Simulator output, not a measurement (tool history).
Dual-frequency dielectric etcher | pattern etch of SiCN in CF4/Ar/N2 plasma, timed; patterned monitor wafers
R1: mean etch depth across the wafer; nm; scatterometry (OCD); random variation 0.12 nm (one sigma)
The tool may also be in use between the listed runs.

run 1 hour=0 | source_power_(kW)=0.52 bias_power_(kW)=0.074 Ar_flow_(sccm)=111 CF4_flow_(sccm)=50 etch_time_(s)=43 | R1=36.539
run 2 hour=1.7 | source_power_(kW)=0.5 bias_power_(kW)=0.074 Ar_flow_(sccm)=111 CF4_flow_(sccm)=50 etch_time_(s)=43 | R1=35.8
run 3 hour=10.4 | source_power_(kW)=0.5 bias_power_(kW)=0.074 Ar_flow_(sccm)=111 CF4_flow_(sccm)=55 etch_time_(s)=43 | R1=36.404
run 4 hour=17.3 | source_power_(kW)=0.48 bias_power_(kW)=0.074 Ar_flow_(sccm)=111 CF4_flow_(sccm)=55 etch_time_(s)=43 | R1=35.674
run 5 hour=20.5 | source_power_(kW)=0.46 bias_power_(kW)=0.074 Ar_flow_(sccm)=111 CF4_flow_(sccm)=55 etch_time_(s)=43 | R1=34.622
run 6 hour=23.9 | source_power_(kW)=0.45 bias_power_(kW)=0.074 Ar_flow_(sccm)=111 CF4_flow_(sccm)=55 etch_time_(s)=43 | R1=34.384

The next listed run, before its measurement:
run 7 hour=30.9 | source_power_(kW)=0.44 bias_power_(kW)=0.074 Ar_flow_(sccm)=111 CF4_flow_(sccm)=55 etch_time_(s)=43 | R1=?

R1: 33.88 nm

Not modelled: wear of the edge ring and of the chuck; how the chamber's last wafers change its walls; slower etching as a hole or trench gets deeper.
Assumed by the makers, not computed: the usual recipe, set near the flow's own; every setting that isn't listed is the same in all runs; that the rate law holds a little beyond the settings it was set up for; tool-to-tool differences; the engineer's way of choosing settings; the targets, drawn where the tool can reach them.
